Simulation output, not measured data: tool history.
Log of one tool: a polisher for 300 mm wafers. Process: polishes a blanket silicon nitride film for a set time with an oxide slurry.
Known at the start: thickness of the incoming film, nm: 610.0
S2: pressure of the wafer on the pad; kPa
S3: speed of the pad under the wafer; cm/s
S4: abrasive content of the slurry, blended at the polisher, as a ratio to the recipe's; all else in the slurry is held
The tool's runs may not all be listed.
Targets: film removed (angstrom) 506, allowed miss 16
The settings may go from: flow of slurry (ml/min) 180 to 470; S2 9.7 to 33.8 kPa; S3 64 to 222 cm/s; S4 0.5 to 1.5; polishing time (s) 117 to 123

run 1 hour=0 | flow_of_slurry_(ml/min)=300 S2=21.4 S3=142 S4=1 polishing_time_(s)=117 | film_removed_(angstrom)=898.67
run 2 hour=8.3 | flow_of_slurry_(ml/min)=300 S2=17.9 S3=140 S4=1 polishing_time_(s)=117 | film_removed_(angstrom)=731.37
run 3 hour=17.2 | flow_of_slurry_(ml/min)=345 S2=17.9 S3=140 S4=1 polishing_time_(s)=117 | film_removed_(angstrom)=735.4
run 4 hour=21.5 | flow_of_slurry_(ml/min)=345 S2=15.9 S3=140 S4=1 polishing_time_(s)=117 | film_removed_(angstrom)=667.24
run 5 hour=24.7 | flow_of_slurry_(ml/min)=345 S2=15.9 S3=140 S4=1 polishing_time_(s)=123 | film_removed_(angstrom)=701.24
run 6 hour=28.3 | flow_of_slurry_(ml/min)=345 S2=18.6 S3=140 S4=1 polishing_time_(s)=123 | film_removed_(angstrom)=811.25
run 7 hour=31.5 | flow_of_slurry_(ml/min)=345 S2=15.9 S3=138 S4=1 polishing_time_(s)=123 | film_removed_(angstrom)=684.61
run 8 hour=39.2 | flow_of_slurry_(ml/min)=345 S2=14.5 S3=138 S4=1 polishing_time_(s)=123 | film_removed_(angstrom)=634.47
run 9 hour=46.1 | flow_of_slurry_(ml/min)=345 S2=13.1 S3=138 S4=1 polishing_time_(s)=123 | film_removed_(angstrom)=571.22
run 10 hour=54.7 | flow_of_slurry_(ml/min)=340 S2=10.3 S3=138 S4=1 polishing_time_(s)=123 | film_removed_(angstrom)=464.52
run 11 hour=60.5 | flow_of_slurry_(ml/min)=355 S2=10.3 S3=138 S4=1 polishing_time_(s)=123 | film_removed_(angstrom)=456.41
run 12 hour=65.2 | flow_of_slurry_(ml/min)=355 S2=11 S3=138 S4=1 polishing_time_(s)=123 | film_removed_(angstrom)=495.08

5 next moves are on the table. One of them brings every result within its allowed miss. Which?
run A hour=69.9 | flow_of_slurry_(ml/min)=340 S2=11 S3=142 S4=1 polishing_time_(s)=117 | film_removed_(angstrom)=?
run B hour=69.9 | flow_of_slurry_(ml/min)=355 S2=10.3 S3=150 S4=1.05 polishing_time_(s)=118 | film_removed_(angstrom)=?
run C hour=69.9 | flow_of_slurry_(ml/min)=395 S2=9.7 S3=168 S4=1.05 polishing_time_(s)=120 | film_removed_(angstrom)=?
run D hour=69.9 | flow_of_slurry_(ml/min)=470 S2=11.7 S3=160 S4=0.75 polishing_time_(s)=122 | film_removed_(angstrom)=?
run E hour=69.9 | flow_of_slurry_(ml/min)=340 S2=11.7 S3=146 S4=0.75 polishing_time_(s)=117 | film_removed_(angstrom)=?

move=A film_removed_(angstrom)=470.02
move=B film_removed_(angstrom)=474.56
move=C film_removed_(angstrom)=498.94
move=D film_removed_(angstrom)=534.17
move=E film_removed_(angstrom)=466.16
A: further off than the last run
B: further off than the last run
C: meets every target
D: takes the result that was furthest off past its target
E: further off than the last run
Answer: C
